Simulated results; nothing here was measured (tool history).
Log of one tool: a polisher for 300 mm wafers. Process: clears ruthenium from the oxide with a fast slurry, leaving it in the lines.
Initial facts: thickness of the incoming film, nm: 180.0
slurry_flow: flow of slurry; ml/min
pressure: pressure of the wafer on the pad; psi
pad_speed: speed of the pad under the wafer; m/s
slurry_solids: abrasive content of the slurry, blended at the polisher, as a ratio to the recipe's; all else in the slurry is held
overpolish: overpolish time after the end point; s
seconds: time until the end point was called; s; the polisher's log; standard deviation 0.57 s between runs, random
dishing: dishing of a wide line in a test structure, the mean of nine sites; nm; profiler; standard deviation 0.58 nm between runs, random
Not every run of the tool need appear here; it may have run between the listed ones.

{"run": 1, "hour": 0.0, "slurry_flow": 290, "pressure": 2.2, "pad_speed": 1.22, "slurry_solids": 1, "overpolish": 8, "seconds": 49.976, "dishing": 21.639}
{"run": 2, "hour": 1.0, "slurry_flow": 315, "pressure": 2.2, "pad_speed": 1.22, "slurry_solids": 1, "overpolish": 8, "seconds": 49.954, "dishing": 21.569}
{"run": 3, "hour": 8.8, "slurry_flow": 315, "pressure": 1.8, "pad_speed": 1.22, "slurry_solids": 1, "overpolish": 8, "seconds": 57.155, "dishing": 18.491}
{"run": 4, "hour": 16.1, "slurry_flow": 315, "pressure": 2, "pad_speed": 1.24, "slurry_solids": 1, "overpolish": 8, "seconds": 53.349, "dishing": 20.368}
{"run": 5, "hour": 17.1, "slurry_flow": 315, "pressure": 2.4, "pad_speed": 1.24, "slurry_solids": 1, "overpolish": 8, "seconds": 44.519, "dishing": 23.043}
{"run": 6, "hour": 19.4, "slurry_flow": 250, "pressure": 2.4, "pad_speed": 1.24, "slurry_solids": 1, "overpolish": 8, "seconds": 46.338, "dishing": 23.472}
{"run": 7, "hour": 24.2, "slurry_flow": 245, "pressure": 2.5, "pad_speed": 1.26, "slurry_solids": 1, "overpolish": 9, "seconds": 43.832, "dishing": 26.756}
{"run": 8, "hour": 27.9, "slurry_flow": 245, "pressure": 2.6, "pad_speed": 1.26, "slurry_solids": 1, "overpolish": 10, "seconds": 41.243, "dishing": 30.28}
{"run": 9, "hour": 29.5, "slurry_flow": 245, "pressure": 2.6, "pad_speed": 1.26, "slurry_solids": 1, "overpolish": 11, "seconds": 41.636, "dishing": 33.503}

What will run 10 give?
{"run": 10, "hour": 30.7, "slurry_flow": 245, "pressure": 2.7, "pad_speed": 1.26, "slurry_solids": 1, "overpolish": 11, "seconds": "?", "dishing": "?"}

Run 10 yielded seconds 40.904 s, dishing 34.752 nm.

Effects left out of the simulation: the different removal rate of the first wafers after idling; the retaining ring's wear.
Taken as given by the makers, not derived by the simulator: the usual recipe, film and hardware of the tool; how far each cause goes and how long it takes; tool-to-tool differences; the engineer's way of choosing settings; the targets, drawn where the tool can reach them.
